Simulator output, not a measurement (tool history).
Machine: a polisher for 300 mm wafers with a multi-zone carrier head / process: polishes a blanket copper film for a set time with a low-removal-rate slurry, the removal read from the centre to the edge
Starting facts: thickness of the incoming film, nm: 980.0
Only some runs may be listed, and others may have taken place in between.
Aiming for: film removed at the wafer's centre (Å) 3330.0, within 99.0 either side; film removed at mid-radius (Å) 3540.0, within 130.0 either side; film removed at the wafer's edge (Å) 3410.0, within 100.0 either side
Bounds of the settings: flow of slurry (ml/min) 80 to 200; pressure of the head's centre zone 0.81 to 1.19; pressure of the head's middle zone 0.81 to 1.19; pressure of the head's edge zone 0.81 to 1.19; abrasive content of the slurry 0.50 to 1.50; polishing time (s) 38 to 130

run	hour	flow of slurry (ml/min)	pressure of the head's centre zone	pressure of the head's middle zone	pressure of the head's edge zone	abrasive content of the slurry	polishing time (s)	film removed at the wafer's centre (Å)	film removed at mid-radius (Å)	film removed at the wafer's edge (Å)
1	0.0	130	1.00	1.00	1.00	1.00	84	3660.3	3805.1	3768.1
2	4.8	130	1.00	0.96	1.00	1.00	84	3670.0	3634.2	3819.3
3	6.9	120	1.00	0.97	0.98	1.00	84	3596.3	3537.8	3735.2
4	11.9	115	0.99	0.99	0.96	1.00	84	3534.5	3602.3	3665.8
5	15.3	115	0.99	0.96	0.96	1.00	84	3515.0	3527.8	3668.9
6	16.0	115	0.91	0.96	0.96	1.00	84	3233.4	3465.4	3623.8
7	20.5	115	0.92	0.97	0.93	1.00	84	3255.0	3524.7	3605.2
8	27.6	115	0.93	0.98	0.91	0.95	84	3278.3	3508.8	3576.2

Of the 5 settings listed for the next run, only one would bring every result within its allowed miss of target. Which one?
A	34.7	110	0.92	0.93	0.91	0.95	90	?	?	?
B	34.7	130	0.89	0.95	0.97	1.05	82	?	?	?
C	34.7	110	0.89	0.91	0.97	0.90	92	?	?	?
D	34.7	100	0.99	1.03	0.86	1.05	83	?	?	?
E	34.7	100	0.90	0.95	0.93	0.75	98	?	?	?

move	film removed at the wafer's centre (Å)	film removed at mid-radius (Å)	film removed at the wafer's edge (Å)
A	3394.1	3578.2	3773.7
B	3243.8	3557.2	3726.0
C	3326.5	3543.0	3900.9
D	3307.7	3582.0	3422.5
E	3300.6	3625.0	3821.5
A: the biggest miss grows against the last run
B: the biggest miss grows against the last run
C: the biggest miss grows against the last run
D: every result within its allowed miss
E: the biggest miss grows against the last run
Answer: D

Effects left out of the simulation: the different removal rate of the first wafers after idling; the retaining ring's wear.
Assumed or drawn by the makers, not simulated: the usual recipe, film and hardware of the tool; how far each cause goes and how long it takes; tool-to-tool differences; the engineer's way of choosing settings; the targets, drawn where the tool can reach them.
